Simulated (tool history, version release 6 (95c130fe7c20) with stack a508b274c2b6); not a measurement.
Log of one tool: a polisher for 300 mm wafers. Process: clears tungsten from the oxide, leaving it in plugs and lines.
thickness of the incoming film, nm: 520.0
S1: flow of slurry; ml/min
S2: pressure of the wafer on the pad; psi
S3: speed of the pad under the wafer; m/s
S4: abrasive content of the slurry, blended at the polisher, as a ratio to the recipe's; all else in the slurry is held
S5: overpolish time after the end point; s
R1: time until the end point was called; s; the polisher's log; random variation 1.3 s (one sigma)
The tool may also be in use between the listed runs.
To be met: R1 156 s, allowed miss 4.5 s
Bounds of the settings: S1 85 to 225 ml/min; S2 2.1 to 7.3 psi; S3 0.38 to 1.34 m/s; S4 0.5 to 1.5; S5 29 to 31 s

{"run": 1, "hour": 0.0, "S1": 145, "S2": 4.7, "S3": 0.86, "S4": 1, "S5": 29, "R1": 110.89}
{"run": 2, "hour": 8.6, "S1": 145, "S2": 4.7, "S3": 0.86, "S4": 1.15, "S5": 29, "R1": 108.34}
{"run": 3, "hour": 15.9, "S1": 145, "S2": 4.7, "S3": 1, "S4": 1.15, "S5": 29, "R1": 94.172}
{"run": 4, "hour": 22.5, "S1": 140, "S2": 4.4, "S3": 1, "S4": 1.15, "S5": 29, "R1": 96.927}
{"run": 5, "hour": 23.9, "S1": 140, "S2": 4.1, "S3": 0.98, "S4": 1.15, "S5": 29, "R1": 104.51}
{"run": 6, "hour": 29.4, "S1": 140, "S2": 4.1, "S3": 0.98, "S4": 1.15, "S5": 29, "R1": 104.24}
{"run": 7, "hour": 37.1, "S1": 140, "S2": 3.8, "S3": 0.96, "S4": 1.15, "S5": 29, "R1": 110.54}
{"run": 8, "hour": 38.7, "S1": 140, "S2": 3.6, "S3": 0.94, "S4": 1.15, "S5": 29, "R1": 115.34}
{"run": 9, "hour": 43.1, "S1": 140, "S2": 3.4, "S3": 0.92, "S4": 1.15, "S5": 29, "R1": 121.8}
{"run": 10, "hour": 45.6, "S1": 140, "S2": 3.2, "S3": 0.92, "S4": 1.15, "S5": 29, "R1": 126.68}
{"run": 11, "hour": 51.1, "S1": 140, "S2": 3.1, "S3": 0.92, "S4": 1.15, "S5": 29, "R1": 128.42}
{"run": 12, "hour": 58.5, "S1": 140, "S2": 3, "S3": 0.92, "S4": 1.15, "S5": 29, "R1": 130.57}
{"run": 13, "hour": 63.4, "S1": 140, "S2": 2.9, "S3": 0.92, "S4": 1.15, "S5": 29, "R1": 132.19}
{"run": 14, "hour": 66.9, "S1": 140, "S2": 2.8, "S3": 0.92, "S4": 1.15, "S5": 29, "R1": 135.49}
{"run": 15, "hour": 69.0, "S1": 140, "S2": 2.7, "S3": 0.92, "S4": 1.15, "S5": 29, "R1": 135.66}
{"run": 16, "hour": 70.0, "S1": 140, "S2": 2.6, "S3": 0.92, "S4": 1.15, "S5": 29, "R1": 138.08}
{"run": 17, "hour": 78.3, "S1": 140, "S2": 2.5, "S3": 0.92, "S4": 1.15, "S5": 29, "R1": 140}
{"run": 18, "hour": 80.6, "S1": 140, "S2": 2.4, "S3": 0.92, "S4": 1.15, "S5": 29, "R1": 142.53}

Which of these 5 next moves meets every target?
{"run": "A", "hour": 82.9, "S1": 145, "S2": 2.5, "S3": 1.02, "S4": 1, "S5": 31, "R1": "?"}
{"run": "B", "hour": 82.9, "S1": 165, "S2": 2.4, "S3": 0.86, "S4": 1.15, "S5": 29, "R1": "?"}
{"run": "C", "hour": 82.9, "S1": 130, "S2": 2.1, "S3": 0.84, "S4": 1.25, "S5": 29, "R1": "?"}
{"run": "D", "hour": 82.9, "S1": 125, "S2": 2.1, "S3": 0.9, "S4": 1.3, "S5": 29, "R1": "?"}
{"run": "E", "hour": 82.9, "S1": 160, "S2": 2.4, "S3": 0.96, "S4": 1.35, "S5": 31, "R1": "?"}

move=A R1=130.63
move=B R1=148.61
move=C R1=165.43
move=D R1=155.06
move=E R1=130.18
A: further off than the last run
B: nearer than the last run, and not there yet
C: takes the result that was furthest off past its target
D: meets every target
E: further off than the last run
Move D is the one to make.
